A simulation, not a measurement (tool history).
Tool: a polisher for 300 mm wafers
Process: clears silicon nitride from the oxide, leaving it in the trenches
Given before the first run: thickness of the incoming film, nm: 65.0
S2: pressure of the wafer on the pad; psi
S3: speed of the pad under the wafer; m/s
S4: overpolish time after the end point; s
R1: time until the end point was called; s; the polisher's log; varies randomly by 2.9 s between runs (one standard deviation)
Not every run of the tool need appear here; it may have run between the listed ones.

run 1 day=0.000 | flow_of_slurry_(ml/min)=200 S2=1.7 S3=0.76 S4=5 | R1=148.32
run 2 day=0.362 | flow_of_slurry_(ml/min)=200 S2=1.7 S3=0.76 S4=4 | R1=144.79
run 3 day=0.475 | flow_of_slurry_(ml/min)=200 S2=1.5 S3=0.76 S4=4 | R1=169.80
run 4 day=0.583 | flow_of_slurry_(ml/min)=200 S2=1.5 S3=0.62 S4=4 | R1=205.39
run 5 day=0.729 | flow_of_slurry_(ml/min)=200 S2=1.5 S3=0.62 S4=5 | R1=205.55
run 6 day=1.088 | flow_of_slurry_(ml/min)=200 S2=1.9 S3=0.62 S4=5 | R1=164.59

Estimate the outcome of run 7 from the log above:
run 7 day=1.150 | flow_of_slurry_(ml/min)=200 S2=1.8 S3=0.62 S4=5 | R1=?

{"run 7": {"R1": 171.31}}

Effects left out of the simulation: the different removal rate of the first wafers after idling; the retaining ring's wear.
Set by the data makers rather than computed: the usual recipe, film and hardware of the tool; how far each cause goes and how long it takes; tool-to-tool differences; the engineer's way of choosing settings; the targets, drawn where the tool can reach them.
